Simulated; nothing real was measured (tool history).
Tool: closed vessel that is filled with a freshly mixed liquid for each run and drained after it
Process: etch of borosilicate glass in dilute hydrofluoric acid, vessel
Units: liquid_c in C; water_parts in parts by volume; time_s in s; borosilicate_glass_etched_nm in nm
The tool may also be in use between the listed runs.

run 1 hour=0.0 | liquid_c=23.0 water_parts=110 time_s=340 | borosilicate_glass_etched_nm=83.457
run 2 hour=8.0 | liquid_c=25.0 water_parts=85 time_s=340 | borosilicate_glass_etched_nm=121.520
run 3 hour=16.4 | liquid_c=26.5 water_parts=70 time_s=340 | borosilicate_glass_etched_nm=159.690
run 4 hour=16.9 | liquid_c=24.0 water_parts=70 time_s=340 | borosilicate_glass_etched_nm=144.630
-- hour=24.1 thermometer replaced
run 5 hour=24.1 | liquid_c=22.0 water_parts=70 time_s=340 | borosilicate_glass_etched_nm=145.710
run 6 hour=29.5 | liquid_c=22.0 water_parts=70 time_s=340 | borosilicate_glass_etched_nm=145.110

What will run 7 give?
run 7 hour=32.4 | liquid_c=23.5 water_parts=60 time_s=340 | borosilicate_glass_etched_nm=?

borosilicate_glass_etched_nm: 183.340 nm
